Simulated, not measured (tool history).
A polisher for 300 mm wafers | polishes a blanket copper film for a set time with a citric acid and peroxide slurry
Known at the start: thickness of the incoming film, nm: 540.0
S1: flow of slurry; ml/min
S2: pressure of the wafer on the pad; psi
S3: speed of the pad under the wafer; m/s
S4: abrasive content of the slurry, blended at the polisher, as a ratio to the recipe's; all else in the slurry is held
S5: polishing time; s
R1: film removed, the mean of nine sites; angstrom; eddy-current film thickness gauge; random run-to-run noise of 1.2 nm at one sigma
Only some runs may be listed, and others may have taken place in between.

| run | hour | S1 | S2 | S3 | S4 | S5 | R1 |
|---|---|---|---|---|---|---|---|
| 1 | 0.0 | 230 | 2.2 | 1.02 | 1.0 | 77 | 1423.2 |
| 2 | 8.4 | 230 | 2.2 | 1.02 | 1.2 | 77 | 1490.6 |
| 3 | 16.3 | 230 | 2.0 | 1.02 | 1.2 | 77 | 1399.0 |
| 4 | 17.6 | 230 | 2.0 | 0.90 | 1.2 | 77 | 1245.1 |
| 5 | 18.6 | 230 | 1.9 | 0.90 | 1.2 | 77 | 1202.3 |
| 6 | 26.0 | 230 | 1.9 | 1.14 | 1.2 | 77 | 1509.8 |
| 7 | 28.7 | 230 | 1.7 | 1.12 | 1.2 | 77 | 1374.7 |

What does the tool deliver on the next run?
| 8 | 36.8 | 230 | 1.5 | 1.10 | 1.2 | 77 | ? |

R1: 1223.5 angstrom

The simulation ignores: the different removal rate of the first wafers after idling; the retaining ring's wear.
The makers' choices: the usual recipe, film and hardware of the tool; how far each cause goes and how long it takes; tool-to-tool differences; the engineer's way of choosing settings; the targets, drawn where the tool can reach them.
